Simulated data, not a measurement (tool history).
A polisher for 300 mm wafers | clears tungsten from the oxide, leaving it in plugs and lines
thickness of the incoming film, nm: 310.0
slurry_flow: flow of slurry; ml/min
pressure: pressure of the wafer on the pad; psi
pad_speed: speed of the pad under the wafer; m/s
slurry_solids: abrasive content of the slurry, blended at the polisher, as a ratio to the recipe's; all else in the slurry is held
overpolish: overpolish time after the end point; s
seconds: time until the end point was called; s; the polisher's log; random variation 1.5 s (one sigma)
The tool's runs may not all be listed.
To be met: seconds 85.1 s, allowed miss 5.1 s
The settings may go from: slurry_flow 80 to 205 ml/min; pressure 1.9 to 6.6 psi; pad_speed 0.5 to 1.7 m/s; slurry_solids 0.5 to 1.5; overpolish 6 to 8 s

run,hour,slurry_flow,pressure,pad_speed,slurry_solids,overpolish,seconds
1,0,135,4.2,1.1,1,8,54.577
2,0.7,135,4.2,1.3,1,8,47.738
3,4.8,160,4.2,1.3,1,8,46.003
4,7.9,160,3.8,1.28,1,8,48.969
5,10.6,160,3.8,1.28,0.8,8,52.709
6,11.1,160,3.4,1.28,0.8,8,58.361
7,14.1,160,3.2,1.28,0.8,8,62.321
8,19.3,160,3,1.28,0.8,8,68.779
# hour 23.3: worn pad replaced by a new one
9,23.3,155,2.9,1.28,0.8,8,68.068

Which of these 4 next moves meets every target?
A,27.3,150,2.5,1.34,0.65,6,?
B,27.3,140,2.4,1,0.85,8,?
C,27.3,155,2.2,1.26,0.8,6,?
D,27.3,190,2.9,1.14,0.7,8,?

move,seconds
A,74.513
B,96.984
C,84.051
D,71.613
A: nearer than the last run, and not there yet
B: takes the result that was furthest off past its target
C: meets every target
D: nearer than the last run, and not there yet
Move C is the one to make.
